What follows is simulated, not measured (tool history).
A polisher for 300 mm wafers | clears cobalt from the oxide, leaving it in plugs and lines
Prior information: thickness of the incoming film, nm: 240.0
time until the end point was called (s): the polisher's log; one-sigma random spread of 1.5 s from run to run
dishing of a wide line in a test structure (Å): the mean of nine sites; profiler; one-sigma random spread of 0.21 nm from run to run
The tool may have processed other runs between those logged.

run    day  flow of slurry (ml/min)  pressure of the wafer on the pad (psi)  speed of the pad under the wafer (m/s)  overpolish time after the end point (s)  time until the end point was called (s)  dishing of a wide line in a test structure (Å)
  1  0.000                      270                                     1.5                                    0.80                                       15                                   90.761                                          295.72
  2  0.342                      270                                     1.5                                    0.80                                       13                                   90.257                                          272.47
  3  0.654                      270                                     1.5                                    0.72                                       13                                   97.719                                          250.92
  4  0.829                      290                                     1.5                                    0.66                                       12                                  108.990                                          214.36
  5  1.021                      310                                     1.6                                    0.64                                       11                                  109.760                                          204.41
  6  1.367                      335                                     1.6                                    0.64                                       11                                  107.050                                          203.34
  7  1.596                      350                                     1.6                                    0.62                                       10                                  107.960                                          184.75

Forecast run 8:
  8  1.946                      360                                     1.6                                    0.62                                        9                                        ?                                               ?

Run 8 produced time until the end point was called (s) 109.100, dishing of a wide line in a test structure (Å) 171.34.
